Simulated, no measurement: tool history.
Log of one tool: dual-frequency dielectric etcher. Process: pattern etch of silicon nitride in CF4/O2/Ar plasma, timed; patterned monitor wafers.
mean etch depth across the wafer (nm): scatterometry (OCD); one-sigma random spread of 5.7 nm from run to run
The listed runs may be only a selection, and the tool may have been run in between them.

run,hour,source power (W),bias power (W),Ar flow (sccm),CF4 flow (sccm),etch time (s),mean etch depth across the wafer (nm)
1,0,430,66,105,103,391,733.6
2,3,430,66,105,103,361,679.3
3,11.1,430,66,111,103,361,676.58
4,13,370,66,111,103,361,573.19
5,14.8,370,66,111,95,361,568.84
6,19.4,420,66,111,95,361,657.28
7,25.1,450,66,111,95,361,697.37
8,31,480,66,111,95,361,750.01

Forecast run 9:
9,35.5,570,67,111,95,361,?

{"run 9": {"mean etch depth across the wafer (nm)": 892.06}}

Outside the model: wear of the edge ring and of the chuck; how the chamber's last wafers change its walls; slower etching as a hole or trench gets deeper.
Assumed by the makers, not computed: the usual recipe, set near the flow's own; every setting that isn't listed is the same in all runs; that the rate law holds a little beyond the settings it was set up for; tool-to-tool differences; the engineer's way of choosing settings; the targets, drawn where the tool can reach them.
